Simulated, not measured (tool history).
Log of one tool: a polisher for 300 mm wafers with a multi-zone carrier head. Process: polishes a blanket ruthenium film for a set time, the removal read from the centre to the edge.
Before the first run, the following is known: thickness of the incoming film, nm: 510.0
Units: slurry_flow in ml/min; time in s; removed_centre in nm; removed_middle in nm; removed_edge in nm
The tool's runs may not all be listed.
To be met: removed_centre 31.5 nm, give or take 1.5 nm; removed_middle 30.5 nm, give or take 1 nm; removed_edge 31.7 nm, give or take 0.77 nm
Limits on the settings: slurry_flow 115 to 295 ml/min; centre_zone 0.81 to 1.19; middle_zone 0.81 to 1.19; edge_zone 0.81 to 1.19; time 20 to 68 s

Run 1, hour 0: slurry_flow 190 ml/min, centre_zone 1, middle_zone 1, edge_zone 1, time 44 s. Result: removed_centre 27.245 nm, removed_middle 26.989 nm, removed_edge 27.383 nm.
Run 2, hour 3.3: slurry_flow 190 ml/min, centre_zone 1.05, middle_zone 1, edge_zone 1, time 44 s. Result: removed_centre 28.456 nm, removed_middle 26.946 nm, removed_edge 27.257 nm.
Run 3, hour 7: slurry_flow 200 ml/min, centre_zone 1.05, middle_zone 1.01, edge_zone 1.02, time 44 s. Result: removed_centre 29.308 nm, removed_middle 27.707 nm, removed_edge 27.845 nm.
Run 4, hour 9.2: slurry_flow 210 ml/min, centre_zone 1.04, middle_zone 1.01, edge_zone 1.04, time 44 s. Result: removed_centre 28.858 nm, removed_middle 27.808 nm, removed_edge 27.908 nm.
Run 5, hour 10.8: slurry_flow 210 ml/min, centre_zone 1.04, middle_zone 1.01, edge_zone 1.06, time 45 s. Result: removed_centre 29.793 nm, removed_middle 28.287 nm, removed_edge 28.619 nm.
Run 6, hour 12: slurry_flow 210 ml/min, centre_zone 1.04, middle_zone 1.01, edge_zone 1.06, time 54 s. Result: removed_centre 35.592 nm, removed_middle 34.083 nm, removed_edge 34.593 nm.
Run 7, hour 19.3: slurry_flow 205 ml/min, centre_zone 1.03, middle_zone 1, edge_zone 1.05, time 54 s. Result: removed_centre 35.583 nm, removed_middle 33.092 nm, removed_edge 34.471 nm.
Run 8, hour 26.4: slurry_flow 205 ml/min, centre_zone 1.03, middle_zone 1, edge_zone 1.05, time 54 s. Result: removed_centre 35.58 nm, removed_middle 33.041 nm, removed_edge 33.954 nm.
Run 9, hour 31.3: slurry_flow 200 ml/min, centre_zone 1.02, middle_zone 1, edge_zone 1.04, time 54 s. Result: removed_centre 34.73 nm, removed_middle 33.105 nm, removed_edge 34.118 nm.
Run 10, hour 36.7: slurry_flow 195 ml/min, centre_zone 1.02, middle_zone 1, edge_zone 1.03, time 54 s. Result: removed_centre 34.388 nm, removed_middle 32.767 nm, removed_edge 33.799 nm.
Run 11, hour 37.6: slurry_flow 190 ml/min, centre_zone 1.02, middle_zone 1, edge_zone 1.02, time 54 s. Result: removed_centre 34.658 nm, removed_middle 33.086 nm, removed_edge 33.711 nm.
Run 12, hour 42.6: slurry_flow 185 ml/min, centre_zone 1.01, middle_zone 0.99, edge_zone 1.01, time 54 s. Result: removed_centre 34.933 nm, removed_middle 32.525 nm, removed_edge 33.601 nm.
Run 13, hour 43.7: slurry_flow 150 ml/min, centre_zone 0.92, middle_zone 0.98, edge_zone 0.97, time 52 s. Result: removed_centre 28.174 nm, removed_middle 30.222 nm, removed_edge 30.56 nm.
Run 14, hour 50.6: slurry_flow 155 ml/min, centre_zone 0.93, middle_zone 0.98, edge_zone 0.97, time 52 s. Result: removed_centre 29.469 nm, removed_middle 29.982 nm, removed_edge 30.947 nm.
Run 15, hour 54.8: slurry_flow 160 ml/min, centre_zone 0.94, middle_zone 0.98, edge_zone 0.97, time 52 s. Result: removed_centre 29.787 nm, removed_middle 30.272 nm, removed_edge 30.925 nm.
Run 16, hour 63.8: slurry_flow 165 ml/min, centre_zone 0.94, middle_zone 0.98, edge_zone 0.97, time 52 s. Result: removed_centre 29.259 nm, removed_middle 30.008 nm, removed_edge 31.085 nm.

Pick the move, out of 5, that brings all results within their allowed miss; only one does.
Run A, hour 72.8: slurry_flow 115 ml/min, centre_zone 1.14, middle_zone 1.04, edge_zone 0.93, time 54 s. Result: removed_centre ?, removed_middle ?, removed_edge ?.
Run B, hour 72.8: slurry_flow 190 ml/min, centre_zone 0.95, middle_zone 1.03, edge_zone 0.92, time 53 s. Result: removed_centre ?, removed_middle ?, removed_edge ?.
Run C, hour 72.8: slurry_flow 220 ml/min, centre_zone 1.12, middle_zone 0.91, edge_zone 0.99, time 48 s. Result: removed_centre ?, removed_middle ?, removed_edge ?.
Run D, hour 72.8: slurry_flow 190 ml/min, centre_zone 0.92, middle_zone 0.93, edge_zone 0.88, time 54 s. Result: removed_centre ?, removed_middle ?, removed_edge ?.
Run E, hour 72.8: slurry_flow 200 ml/min, centre_zone 0.87, middle_zone 0.85, edge_zone 0.93, time 53 s. Result: removed_centre ?, removed_middle ?, removed_edge ?.

move  removed_centre  removed_middle  removed_edge
   A          33.356          30.015         29.74
   B          31.048          32.816        31.552
   C           34.01          27.368        30.012
   D          30.606          30.689        31.618
   E          28.643          28.198        31.965
A: takes the result that was furthest off past its target
B: brings the last run's worst result on target, with another outside its allowed miss
C: takes the result that was furthest off past its target
D: meets every target
E: moves away from the targets compared with the last run
The move that meets every target is D.
